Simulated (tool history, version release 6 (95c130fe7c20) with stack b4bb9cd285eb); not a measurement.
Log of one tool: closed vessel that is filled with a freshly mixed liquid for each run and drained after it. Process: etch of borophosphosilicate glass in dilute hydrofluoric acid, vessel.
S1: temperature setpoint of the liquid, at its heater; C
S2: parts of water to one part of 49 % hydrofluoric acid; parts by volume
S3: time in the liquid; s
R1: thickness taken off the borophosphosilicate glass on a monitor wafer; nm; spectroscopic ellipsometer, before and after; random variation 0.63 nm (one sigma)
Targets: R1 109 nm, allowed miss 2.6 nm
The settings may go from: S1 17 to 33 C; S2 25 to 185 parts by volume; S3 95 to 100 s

run,hour,S1,S2,S3,R1
1,0,25,105,95,45.571
2,6.1,27.5,105,95,49.978
3,8.9,24,105,95,43.927
4,15.1,26,105,95,47.157
5,18.2,23.5,105,95,43.279
6,24.9,23.5,90,95,51.165
7,27.1,25.5,80,95,63.288
8,28.8,29.5,60,95,100.78
9,34.1,30,60,95,102.67

5 next moves are on the table. One of them brings every result within its allowed miss. Which?
A,39.4,31,65,100,?
B,39.4,28,60,100,?
C,39.4,29,60,100,?
D,39.4,28,50,95,?
E,39.4,30,60,100,?

move,R1
A,102.19
B,99.24
C,103.22
D,114.79
E,107.33
A: further off than the last run
B: further off than the last run
C: nearer than the last run, and not there yet
D: takes the result that was furthest off past its target
E: meets every target
The right move is E.

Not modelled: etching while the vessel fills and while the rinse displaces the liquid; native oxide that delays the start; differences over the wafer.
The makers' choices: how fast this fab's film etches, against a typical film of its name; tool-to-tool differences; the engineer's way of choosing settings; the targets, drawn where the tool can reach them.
